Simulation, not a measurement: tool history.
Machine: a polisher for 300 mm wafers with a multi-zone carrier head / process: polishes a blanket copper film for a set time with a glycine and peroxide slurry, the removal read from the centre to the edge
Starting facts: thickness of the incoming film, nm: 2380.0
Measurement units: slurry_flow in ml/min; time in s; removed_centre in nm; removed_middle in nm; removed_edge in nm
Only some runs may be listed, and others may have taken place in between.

run,hour,slurry_flow,centre_zone,middle_zone,edge_zone,time,removed_centre,removed_middle,removed_edge
1,0,310,1,1,1,51,350.98,339.03,343.98
2,4.8,305,0.99,1,1.05,54,362.75,354.2,380.92
3,6.5,315,1,1.03,1.09,55,373.13,370.37,373.63
4,12.9,305,0.99,1.02,1.09,57,383.31,385.68,391.38
5,21.7,300,0.98,1,1.1,59,389.86,388.1,405.32
6,27.9,300,0.95,1,1.1,59,379.78,385.32,410.5
7,36.3,300,0.94,0.99,1.11,61,387,395.03,421.13

Estimate the outcome of run 8 from the log above:
8,39.4,295,0.94,0.98,1.12,62,?,?,?

removed_centre: 398.35 nm
removed_middle: 393.12 nm
removed_edge: 438.43 nm

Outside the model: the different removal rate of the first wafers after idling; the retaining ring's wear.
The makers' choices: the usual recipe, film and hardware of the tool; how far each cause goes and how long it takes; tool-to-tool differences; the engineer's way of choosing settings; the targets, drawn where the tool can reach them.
